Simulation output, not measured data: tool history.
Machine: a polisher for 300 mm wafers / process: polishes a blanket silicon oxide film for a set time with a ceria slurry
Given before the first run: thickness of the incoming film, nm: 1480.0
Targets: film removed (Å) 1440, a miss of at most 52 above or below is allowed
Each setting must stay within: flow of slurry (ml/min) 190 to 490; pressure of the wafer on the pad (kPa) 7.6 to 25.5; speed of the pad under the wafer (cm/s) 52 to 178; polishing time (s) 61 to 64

run	hour	flow of slurry (ml/min)	pressure of the wafer on the pad (kPa)	speed of the pad under the wafer (cm/s)	polishing time (s)	film removed (Å)
1	0	315	16.5	114	61	2568.2
2	4.7	250	16.5	114	61	2465.2
3	13.2	250	15.2	114	61	2314.4
4	20.8	250	15.2	142	61	2874.9
5	23.3	315	15.2	142	61	2953.6
6	29.2	315	15.2	114	61	2365.3
7	31.2	310	13.1	112	61	1989.7
# hour 35: head pressure recalibrated
8	35	310	11.7	112	61	1695.4
9	41.4	310	11.7	112	61	1703
10	43.1	310	11.7	112	61	1689
11	45.2	310	11	112	61	1602.2
12	48.1	305	10.3	112	61	1480.2
13	54	300	10.3	112	61	1484.3

Exactly one of the 5 candidate moves below puts every result within its allowed miss. Which one?
A	59.9	325	10.3	114	62	?
B	59.9	280	10.3	106	63	?
C	59.9	355	9.7	126	61	?
D	59.9	255	10.3	116	64	?
E	59.9	250	11.7	104	61	?

move	film removed (Å)
A	1550.2
B	1446.6
C	1586.1
D	1586.8
E	1529.8
A: misses by more than the last run did
B: every result lands within tolerance
C: misses by more than the last run did
D: misses by more than the last run did
E: misses by more than the last run did
B meets every target.
